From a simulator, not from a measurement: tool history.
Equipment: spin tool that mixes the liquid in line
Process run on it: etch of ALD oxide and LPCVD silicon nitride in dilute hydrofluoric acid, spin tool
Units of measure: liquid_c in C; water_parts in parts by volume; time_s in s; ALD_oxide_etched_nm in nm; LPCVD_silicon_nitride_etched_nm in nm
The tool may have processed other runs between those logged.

run	hour	liquid_c	water_parts	time_s	ALD_oxide_etched_nm	LPCVD_silicon_nitride_etched_nm
1	0	25	65	35	13.622	0.2624
2	8.2	25	65	25	9.7548	0.21035
3	16.9	25	55	25	11.742	0.19846
4	24.2	27	55	25	12.75	0.23518
5	29.2	30.5	55	25	14.551	0.28598
6	37.2	30.5	55	35	20.343	0.34764
7	45.4	26.5	80	35	11.529	0.24231
8	48.4	23.5	85	35	9.5515	0.19116

Estimate the outcome of run 9 from the log above:
9	53.5	21.5	90	35	?	?

For run 9 the tool returned ALD_oxide_etched_nm 8.2708 nm, LPCVD_silicon_nitride_etched_nm 0.11426 nm.

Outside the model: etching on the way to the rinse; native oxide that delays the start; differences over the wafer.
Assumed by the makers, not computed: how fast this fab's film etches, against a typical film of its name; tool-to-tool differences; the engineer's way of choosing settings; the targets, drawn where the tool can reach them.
